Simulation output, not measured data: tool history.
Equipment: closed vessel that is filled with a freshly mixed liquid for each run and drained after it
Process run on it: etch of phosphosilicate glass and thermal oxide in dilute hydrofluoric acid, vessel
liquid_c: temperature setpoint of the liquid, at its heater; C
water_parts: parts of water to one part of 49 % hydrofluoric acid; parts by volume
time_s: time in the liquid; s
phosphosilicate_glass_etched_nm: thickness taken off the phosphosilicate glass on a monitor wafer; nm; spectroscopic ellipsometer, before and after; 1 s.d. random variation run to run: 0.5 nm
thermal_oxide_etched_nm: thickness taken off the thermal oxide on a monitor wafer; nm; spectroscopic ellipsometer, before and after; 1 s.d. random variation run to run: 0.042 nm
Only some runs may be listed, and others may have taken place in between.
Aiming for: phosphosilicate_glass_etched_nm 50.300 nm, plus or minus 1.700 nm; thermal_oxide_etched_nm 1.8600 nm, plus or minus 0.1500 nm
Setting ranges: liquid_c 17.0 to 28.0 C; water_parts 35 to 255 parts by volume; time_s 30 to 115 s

run,hour,liquid_c,water_parts,time_s,phosphosilicate_glass_etched_nm,thermal_oxide_etched_nm
1,0.0,20.0,145,60,43.360,1.6422
2,1.7,21.5,145,60,46.182,1.7281
3,8.8,21.5,145,85,65.417,2.4510
4,14.9,20.5,150,85,60.217,2.1881
5,18.8,20.0,150,85,59.501,2.1203
6,24.6,22.0,150,85,63.178,2.4013
7,32.2,21.5,155,85,59.738,2.2201
8,35.6,21.5,155,85,58.968,2.3173
9,38.5,21.0,155,85,58.273,2.1843
10,43.1,21.0,155,85,58.791,2.2370
11,49.2,20.5,155,85,56.601,2.1904

Of the 4 settings listed for the next run, only one would bring every result within its allowed miss of target. Which one?
A,55.3,23.5,165,90,?,?
B,55.3,17.0,165,110,?,?
C,55.3,19.0,75,40,?,?
D,55.3,21.5,190,90,?,?

move,phosphosilicate_glass_etched_nm,thermal_oxide_etched_nm
A,62.826,2.3682
B,59.463,2.2415
C,56.723,2.1382
D,49.223,1.8555
A: its largest miss is bigger than the last run's
B: its largest miss is bigger than the last run's
C: about the same distance from the targets as the last run
D: hits every target within its allowed miss
Go with D: it meets all targets.

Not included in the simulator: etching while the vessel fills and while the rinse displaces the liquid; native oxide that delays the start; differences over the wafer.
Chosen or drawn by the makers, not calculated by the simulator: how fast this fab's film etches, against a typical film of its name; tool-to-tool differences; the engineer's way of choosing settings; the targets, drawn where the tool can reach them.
